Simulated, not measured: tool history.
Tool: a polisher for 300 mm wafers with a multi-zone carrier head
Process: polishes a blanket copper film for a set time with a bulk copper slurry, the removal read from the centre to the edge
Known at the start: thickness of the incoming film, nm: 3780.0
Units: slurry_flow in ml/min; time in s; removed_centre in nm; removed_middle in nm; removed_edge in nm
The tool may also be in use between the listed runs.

run,hour,slurry_flow,centre_zone,middle_zone,edge_zone,slurry_solids,time,removed_centre,removed_middle,removed_edge
1,0,145,1,1,1,1,59,421.98,420.02,430.66
2,4.5,160,1.04,1.02,1.05,1.15,62,482.41,463.17,471.31
3,5.7,160,1.04,1.02,1.05,1.15,75,572.48,561.81,574.12
4,9.6,170,1.06,1.02,1.08,1.2,75,594.87,566.34,586.56
5,16.5,180,1.08,1.03,1.1,1.25,75,622.45,587.16,599.43
6,23.2,180,1.08,1.03,1.1,1.1,75,600.11,565.97,586.13
7,27.6,180,1.08,1.03,1.1,1.1,75,609.86,571.35,578.74
8,29.4,185,1.09,1.03,1.12,1.15,75,617.24,570.66,596.5
9,32.3,190,1.1,1.04,1.13,1.2,75,633.14,596.46,598.32
10,34.9,195,1.11,1.03,1.14,1.25,75,651.53,587.51,602.62

Forecast run 11:
11,42.1,200,1.11,1.03,1.15,1.3,75,?,?,?

removed_centre: 653.03 nm
removed_middle: 597.23 nm
removed_edge: 614.1 nm

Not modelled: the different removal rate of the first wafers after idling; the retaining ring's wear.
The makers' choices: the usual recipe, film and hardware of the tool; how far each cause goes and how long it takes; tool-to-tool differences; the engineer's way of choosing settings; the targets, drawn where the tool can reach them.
